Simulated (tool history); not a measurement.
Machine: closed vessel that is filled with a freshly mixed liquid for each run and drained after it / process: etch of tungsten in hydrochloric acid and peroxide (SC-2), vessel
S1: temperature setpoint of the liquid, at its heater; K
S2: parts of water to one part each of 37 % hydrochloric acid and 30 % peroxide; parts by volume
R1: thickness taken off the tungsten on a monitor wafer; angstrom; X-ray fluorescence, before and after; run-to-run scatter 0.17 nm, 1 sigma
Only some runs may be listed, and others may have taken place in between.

run 1 hour=0 | S1=324.15 S2=7 time_in_the_liquid_(s)=30 | R1=124.26
run 2 hour=3.6 | S1=324.15 S2=7 time_in_the_liquid_(s)=30 | R1=125.59
run 3 hour=10.3 | S1=328.15 S2=6.5 time_in_the_liquid_(s)=30 | R1=171.67
run 4 hour=11.2 | S1=328.15 S2=6.5 time_in_the_liquid_(s)=30 | R1=171.51
run 5 hour=18 | S1=322.65 S2=6.5 time_in_the_liquid_(s)=30 | R1=119.66
run 6 hour=24.4 | S1=319.15 S2=6.5 time_in_the_liquid_(s)=30 | R1=94.015
run 7 hour=27 | S1=324.65 S2=6.5 time_in_the_liquid_(s)=30 | R1=137.12
run 8 hour=32.2 | S1=324.65 S2=6.5 time_in_the_liquid_(s)=30 | R1=136.18
run 9 hour=34.2 | S1=328.65 S2=6.5 time_in_the_liquid_(s)=30 | R1=176.57
run 10 hour=40.8 | S1=336.65 S2=5.5 time_in_the_liquid_(s)=30 | R1=329.67
run 11 hour=49.8 | S1=337.65 S2=5.5 time_in_the_liquid_(s)=30 | R1=353.41

For run 12, what comes out?
run 12 hour=53.1 | S1=338.15 S2=5.5 time_in_the_liquid_(s)=30 | R1=?

{"run 12": {"R1": 363.35}}
